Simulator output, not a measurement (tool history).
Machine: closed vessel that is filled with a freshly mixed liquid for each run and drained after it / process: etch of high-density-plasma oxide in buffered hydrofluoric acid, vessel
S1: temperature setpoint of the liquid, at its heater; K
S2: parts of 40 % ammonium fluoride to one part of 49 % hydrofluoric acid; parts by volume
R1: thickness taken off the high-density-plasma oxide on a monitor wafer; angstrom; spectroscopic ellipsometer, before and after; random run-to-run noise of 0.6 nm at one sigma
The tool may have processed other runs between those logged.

run 1 hour=0 | S1=294.15 S2=22.5 time_in_the_liquid_(s)=105 | R1=848.93
run 2 hour=7 | S1=294.65 S2=22.5 time_in_the_liquid_(s)=105 | R1=874.96
run 3 hour=13.8 | S1=294.65 S2=17 time_in_the_liquid_(s)=105 | R1=1110.1
run 4 hour=22.1 | S1=291.15 S2=17 time_in_the_liquid_(s)=105 | R1=909.89
run 5 hour=23.3 | S1=291.15 S2=11 time_in_the_liquid_(s)=105 | R1=1393.1
run 6 hour=24.2 | S1=291.15 S2=11 time_in_the_liquid_(s)=105 | R1=1405.3
run 7 hour=32.9 | S1=290.15 S2=18 time_in_the_liquid_(s)=105 | R1=814.32
run 8 hour=35.6 | S1=290.65 S2=18 time_in_the_liquid_(s)=105 | R1=848.54

Forecast run 9:
run 9 hour=44.1 | S1=291.15 S2=18 time_in_the_liquid_(s)=105 | R1=?

{"run 9": {"R1": 870.03}}

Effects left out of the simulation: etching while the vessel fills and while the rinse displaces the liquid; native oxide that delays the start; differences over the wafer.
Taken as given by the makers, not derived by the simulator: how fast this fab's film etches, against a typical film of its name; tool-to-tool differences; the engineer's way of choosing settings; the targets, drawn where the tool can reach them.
